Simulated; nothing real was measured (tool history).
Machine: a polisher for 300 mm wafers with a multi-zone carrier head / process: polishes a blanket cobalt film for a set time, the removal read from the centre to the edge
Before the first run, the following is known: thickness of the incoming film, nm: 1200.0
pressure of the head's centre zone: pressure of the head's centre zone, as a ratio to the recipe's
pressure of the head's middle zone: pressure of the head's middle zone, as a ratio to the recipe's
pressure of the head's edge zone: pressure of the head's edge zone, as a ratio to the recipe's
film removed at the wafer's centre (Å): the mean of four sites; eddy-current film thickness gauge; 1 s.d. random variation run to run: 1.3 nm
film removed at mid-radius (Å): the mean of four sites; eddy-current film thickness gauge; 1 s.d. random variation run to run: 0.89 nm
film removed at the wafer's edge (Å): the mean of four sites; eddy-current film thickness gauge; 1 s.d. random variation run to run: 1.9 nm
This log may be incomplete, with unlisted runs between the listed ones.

run,hour,flow of slurry (ml/min),pressure of the head's centre zone,pressure of the head's middle zone,pressure of the head's edge zone,polishing time (s),film removed at the wafer's centre (Å),film removed at mid-radius (Å),film removed at the wafer's edge (Å)
1,0,125,1,1,1,88,3451.1,3392.6,3312.5
2,3.3,125,1,1,1.04,88,3428.5,3384,3443.6
3,4.1,125,0.93,1,1.04,88,3178.8,3374,3342.7
4,10.9,125,0.96,1,1.04,88,3254.9,3426.9,3458.8
5,19.8,115,0.94,0.96,1.02,79,2846.8,2862,3033.9
6,26.4,115,0.94,0.96,1.02,91,3256.4,3313.4,3444.4
7,29.5,105,0.91,0.94,0.99,81,2789.2,2854.6,2888.5
8,32.1,75,0.81,0.84,1.09,56,1501.4,1659.5,2030.4

Expected results for the next run?
9,34.7,75,0.82,0.84,1.07,53,?,?,?

{"run 9": {"film removed at the wafer's centre (Å)": 1463.3, "film removed at mid-radius (Å)": 1564.8, "film removed at the wafer's edge (Å)": 1902.8}}
